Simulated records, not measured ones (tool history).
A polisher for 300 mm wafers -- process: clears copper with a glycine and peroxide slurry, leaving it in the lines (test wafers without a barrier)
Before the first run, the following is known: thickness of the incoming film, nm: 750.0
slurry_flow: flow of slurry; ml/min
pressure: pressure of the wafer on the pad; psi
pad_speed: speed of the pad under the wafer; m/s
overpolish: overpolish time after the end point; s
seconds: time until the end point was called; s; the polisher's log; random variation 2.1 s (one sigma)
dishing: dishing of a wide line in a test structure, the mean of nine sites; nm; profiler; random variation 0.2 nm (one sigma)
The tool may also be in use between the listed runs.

| run | hour | slurry_flow | pressure | pad_speed | overpolish | seconds | dishing |
|---|---|---|---|---|---|---|---|
| 1 | 0.0 | 290 | 2.9 | 0.90 | 10 | 138.81 | 36.543 |
| 2 | 6.4 | 290 | 2.6 | 0.86 | 9 | 156.60 | 29.059 |
| 3 | 13.0 | 290 | 2.2 | 0.86 | 9 | 175.66 | 25.461 |
| 4 | 17.4 | 335 | 2.2 | 0.86 | 9 | 176.27 | 26.646 |
| 5 | 18.1 | 335 | 2.2 | 1.02 | 9 | 153.59 | 29.893 |
| 6 | 23.3 | 330 | 2.0 | 0.98 | 8 | 168.05 | 24.770 |
| 7 | 30.2 | 325 | 1.8 | 0.96 | 8 | 185.61 | 22.159 |

What will run 8 give?
| 8 | 39.1 | 310 | 1.7 | 0.96 | 8 | ? | ? |

Run 8 measured seconds 193.68 s, dishing 21.248 nm.
